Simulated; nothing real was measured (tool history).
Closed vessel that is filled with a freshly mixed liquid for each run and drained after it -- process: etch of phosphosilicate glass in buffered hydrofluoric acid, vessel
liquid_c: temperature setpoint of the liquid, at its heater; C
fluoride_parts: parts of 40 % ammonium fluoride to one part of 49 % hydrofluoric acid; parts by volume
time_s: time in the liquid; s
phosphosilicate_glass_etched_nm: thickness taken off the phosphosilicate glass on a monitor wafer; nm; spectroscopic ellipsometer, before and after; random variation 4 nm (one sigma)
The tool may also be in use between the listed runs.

| run | hour | liquid_c | fluoride_parts | time_s | phosphosilicate_glass_etched_nm |
|---|---|---|---|---|---|
| 1 | 0.0 | 21 | 15.0 | 105 | 417.71 |
| 2 | 6.2 | 21 | 15.0 | 105 | 415.72 |
| 3 | 10.3 | 21 | 15.0 | 105 | 417.71 |
| 4 | 11.4 | 19 | 15.0 | 105 | 370.32 |
| 5 | 14.8 | 19 | 18.5 | 105 | 303.19 |
| 6 | 20.0 | 19 | 15.0 | 105 | 370.88 |
| 7 | 25.4 | 22 | 12.0 | 105 | 545.11 |

What does the tool deliver on the next run?
| 8 | 29.5 | 24 | 10.5 | 105 | ? |

phosphosilicate_glass_etched_nm: 698.65 nm
